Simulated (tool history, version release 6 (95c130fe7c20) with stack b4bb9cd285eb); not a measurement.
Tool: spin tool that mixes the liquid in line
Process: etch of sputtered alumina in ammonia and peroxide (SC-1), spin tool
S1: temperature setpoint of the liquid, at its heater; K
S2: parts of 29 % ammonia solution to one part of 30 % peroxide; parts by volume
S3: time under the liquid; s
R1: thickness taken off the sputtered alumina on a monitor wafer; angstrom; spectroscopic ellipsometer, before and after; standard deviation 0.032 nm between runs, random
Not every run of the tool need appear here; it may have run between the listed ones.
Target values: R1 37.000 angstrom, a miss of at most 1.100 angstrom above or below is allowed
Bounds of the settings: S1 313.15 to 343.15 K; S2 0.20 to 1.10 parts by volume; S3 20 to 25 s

run  hour      S1    S2  S3      R1
  1   0.0  329.15  0.60  25  20.349
  2   9.0  332.65  0.60  25  24.432
  3  16.5  335.15  0.60  25  27.843
  4  25.0  335.15  0.75  25  28.294
  5  34.0  336.65  0.75  25  30.882
  6  37.5  337.65  0.75  25  32.657
  7  45.3  338.15  0.75  25  33.090
  8  46.3  338.65  0.75  25  34.233
  9  50.0  339.15  0.75  25  34.627
 10  50.7  339.65  0.75  25  35.347

4 next moves are on the table. One of them brings every result within its allowed miss. Which?
  A  51.4  340.15  0.75  25   ?
  B  51.4  339.15  0.70  25   ?
  C  51.4  343.15  0.90  20   ?
  D  51.4  338.65  0.75  25   ?

move      R1
   A  36.221
   B  34.262
   C  34.090
   D  33.645
A: hits every target within its allowed miss
B: lands further from the targets than the last run did
C: lands further from the targets than the last run did
D: lands further from the targets than the last run did
Go with A: it meets all targets.
